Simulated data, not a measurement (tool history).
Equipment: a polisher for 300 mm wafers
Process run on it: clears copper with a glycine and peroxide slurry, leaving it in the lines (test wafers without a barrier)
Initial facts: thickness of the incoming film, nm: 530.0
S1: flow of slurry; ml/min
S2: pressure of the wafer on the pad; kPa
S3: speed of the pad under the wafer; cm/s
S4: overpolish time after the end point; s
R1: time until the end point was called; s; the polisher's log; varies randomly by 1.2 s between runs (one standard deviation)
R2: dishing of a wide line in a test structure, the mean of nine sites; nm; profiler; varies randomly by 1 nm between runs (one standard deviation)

run	hour	S1	S2	S3	S4	R1	R2
1	0.0	270	23.4	96	11	112.620	37.537
2	2.1	270	24.1	96	11	109.220	39.639
3	10.5	270	24.1	96	6	109.240	22.661
4	17.0	270	24.1	86	6	113.250	21.318
5	21.7	270	24.8	88	7	113.550	24.935
6	23.3	270	26.2	88	7	103.470	26.986
7	25.1	270	26.9	88	8	106.830	29.913
8	30.9	270	27.6	88	8	103.550	30.679

For run 9, what comes out?
9	35.8	270	28.3	88	8	?	?

Run 9 measured R1 97.637 s, R2 32.844 nm.
